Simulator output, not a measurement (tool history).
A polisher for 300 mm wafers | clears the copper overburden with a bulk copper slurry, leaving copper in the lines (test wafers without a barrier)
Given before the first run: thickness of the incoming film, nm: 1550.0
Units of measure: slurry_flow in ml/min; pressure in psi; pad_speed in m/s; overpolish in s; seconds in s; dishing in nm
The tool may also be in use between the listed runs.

| run | hour | slurry_flow | pressure | pad_speed | slurry_solids | overpolish | seconds | dishing |
|---|---|---|---|---|---|---|---|---|
| 1 | 0 | 225 | 3 | 1.28 | 1 | 28 | 129.08 | 122.45 |
| 2 | 6.3 | 225 | 2.8 | 1.26 | 1 | 29 | 136.16 | 115.54 |
| 3 | 7.6 | 225 | 2.3 | 1.26 | 1 | 29 | 163.38 | 104.3 |
| 4 | 8.8 | 225 | 2.3 | 1.26 | 0.8 | 29 | 173.56 | 101.76 |
| 5 | 14.1 | 225 | 2.3 | 1.26 | 0.65 | 29 | 175.39 | 100.46 |
| 6 | 18.4 | 200 | 2.3 | 1.26 | 0.65 | 29 | 175.52 | 101.71 |
| 7 | 23.7 | 200 | 2.2 | 1.26 | 0.65 | 30 | 185.93 | 99.609 |
| 8 | 24.4 | 200 | 2.2 | 1.26 | 0.65 | 31 | 191.89 | 102.04 |
|  | 28.4 | slurry blender recalibrated |
| 9 | 28.4 | 195 | 2.1 | 1.26 | 0.65 | 32 | 190.34 | 98.778 |
| 10 | 36.4 | 195 | 2.1 | 1.26 | 0.65 | 33 | 184.8 | 104.21 |

Predict the results of run 11:
| 11 | 40.1 | 195 | 1.7 | 1.24 | 0.65 | 36 | ? | ? |

seconds: 240.07 s
dishing: 90.853 nm

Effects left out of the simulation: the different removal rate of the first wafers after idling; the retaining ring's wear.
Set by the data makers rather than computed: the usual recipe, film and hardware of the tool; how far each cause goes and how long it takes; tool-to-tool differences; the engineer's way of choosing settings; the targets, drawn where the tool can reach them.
